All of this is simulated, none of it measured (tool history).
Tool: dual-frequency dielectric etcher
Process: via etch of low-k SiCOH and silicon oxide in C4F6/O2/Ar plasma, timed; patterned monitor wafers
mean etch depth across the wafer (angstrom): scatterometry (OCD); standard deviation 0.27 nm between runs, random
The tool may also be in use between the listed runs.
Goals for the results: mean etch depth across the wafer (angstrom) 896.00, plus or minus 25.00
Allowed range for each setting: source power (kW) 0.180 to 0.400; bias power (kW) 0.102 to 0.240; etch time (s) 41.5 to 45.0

run    day  source power (kW)  bias power (kW)  etch time (s)  mean etch depth across the wafer (angstrom)
  1  0.000              0.290            0.171           45.0                                      1024.90
  2  0.104              0.280            0.169           45.0                                      1006.90
  3  0.304              0.270            0.167           45.0                                       991.07
  4  0.367              0.250            0.167           45.0                                       961.26
  5  0.392              0.250            0.166           45.0                                       960.19
  6  0.671              0.280            0.166           45.0                                      1008.00
  7  0.954              0.270            0.164           45.0                                       989.45
  8  1.279              0.260            0.162           45.0                                       963.12
  9  1.458              0.260            0.161           45.0                                       969.05
 10  1.596              0.260            0.160           45.0                                       963.95
 11  1.754              0.260            0.159           45.0                                       960.19
 12  1.800              0.260            0.158           45.0                                       956.58
 13  2.142              0.260            0.157           45.0                                       957.10

Exercise: of the 4 proposed moves below, exactly one satisfies all targets within the stated allowed misses. Which move is it?
  A  2.483              0.220            0.143           42.0                                            ?
  B  2.483              0.280            0.158           45.0                                            ?
  C  2.483              0.230            0.185           45.0                                            ?
  D  2.483              0.240            0.160           43.5                                            ?

move  mean etch depth across the wafer (angstrom)
   A                                       814.84
   B                                       981.42
   C                                       959.35
   D                                       900.47
A: takes the biggest miss from the last run beyond its target
B: lands further from the targets than the last run did
C: roughly where the last run was
D: each result inside its tolerance
The right move is D.
